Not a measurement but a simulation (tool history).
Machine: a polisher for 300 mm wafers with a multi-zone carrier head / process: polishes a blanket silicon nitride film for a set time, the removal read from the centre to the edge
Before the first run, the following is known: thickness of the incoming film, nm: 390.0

run  hour  flow of slurry (ml/min)  pressure of the head's centre zone  pressure of the head's middle zone  pressure of the head's edge zone  polishing time (s)  film removed at the wafer's centre (angstrom)  film removed at mid-radius (angstrom)  film removed at the wafer's edge (angstrom)
  1     0                      135                                   1                                   1                                 1                  46                                         1130.3                                 1146.7                                         1132
  2   6.9                      110                                   1                                   1                                 1                  46                                         1049.6                                 1082.6                                       1117.7
  3  12.1                      115                                1.01                                1.01                              1.02                  47                                         1090.7                                 1119.3                                       1132.3
  4  20.8                      115                                0.96                                1.01                              1.02                  47                                         1048.4                                 1127.9                                       1144.8
  5  26.3                      120                                0.97                                1.01                              1.03                  48                                         1099.8                                   1172                                       1159.1
  6  32.5                      120                                0.97                                1.01                              0.99                  48                                         1094.2                                 1169.9                                       1148.2
  7  34.7                      125                                0.98                                1.01                              1.01                  49                                         1135.5                                 1216.8                                       1199.2
  8  42.8                      160                                1.08                                1.04                              1.11                  53                                         1445.8                                 1373.9                                       1413.4
  9    44                      165                                1.08                                1.04                              1.11                  53                                         1461.5                                 1413.4                                       1389.1
 10  45.3                      165                                1.08                                1.04                              1.12                  53                                         1458.7                                   1414                                       1451.4
 11    46                      170                                1.08                                1.04                              1.12                  53                                         1469.1                                 1429.3                                         1420
 12  49.5                      170                                1.08                                1.04                              1.13                  53                                         1460.5                                 1449.8                                       1436.5

Estimate the outcome of run 13 from the log above:
 13  50.6                      180                                1.09                                1.03                              1.15                  53                                              ?                                      ?                                            ?

{"run 13": {"film removed at the wafer's centre (angstrom)": 1527.4, "film removed at mid-radius (angstrom)": 1425.8, "film removed at the wafer's edge (angstrom)": 1472.3}}
